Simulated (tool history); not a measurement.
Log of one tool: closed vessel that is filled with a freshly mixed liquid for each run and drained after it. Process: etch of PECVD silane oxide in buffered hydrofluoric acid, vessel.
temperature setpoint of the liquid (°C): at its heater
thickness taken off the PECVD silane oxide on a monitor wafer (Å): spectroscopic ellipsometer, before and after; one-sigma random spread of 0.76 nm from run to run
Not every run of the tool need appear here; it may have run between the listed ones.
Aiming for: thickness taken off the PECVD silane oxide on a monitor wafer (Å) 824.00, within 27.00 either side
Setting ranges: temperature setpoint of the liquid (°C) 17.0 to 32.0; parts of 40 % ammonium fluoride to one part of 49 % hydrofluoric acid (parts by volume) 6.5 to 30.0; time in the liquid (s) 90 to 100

run	hour	temperature setpoint of the liquid (°C)	parts of 40 % ammonium fluoride to one part of 49 % hydrofluoric acid (parts by volume)	time in the liquid (s)	thickness taken off the PECVD silane oxide on a monitor wafer (Å)
1	0.0	25.0	18.5	90	1029.10
2	8.1	25.0	23.5	90	865.28
3	16.7	28.5	23.5	90	1019.00
4	20.6	28.5	29.0	90	879.79
5	23.6	30.5	29.0	90	984.14
6	25.4	30.0	29.0	90	975.69
7	31.2	29.5	29.0	90	935.76
8	39.1	28.0	29.0	90	877.66

Which of these 4 next moves meets every target?
A	47.0	28.5	28.5	90	?
B	47.0	27.0	29.0	90	?
C	47.0	26.0	29.5	90	?
D	47.0	28.0	29.5	95	?

move	thickness taken off the PECVD silane oxide on a monitor wafer (Å)
A	912.23
B	831.50
C	778.43
D	915.58
A: its largest miss is bigger than the last run's
B: every result within its allowed miss
C: carries the result that was furthest off beyond its target, to the other side
D: its largest miss is bigger than the last run's
Move B is the one to make.
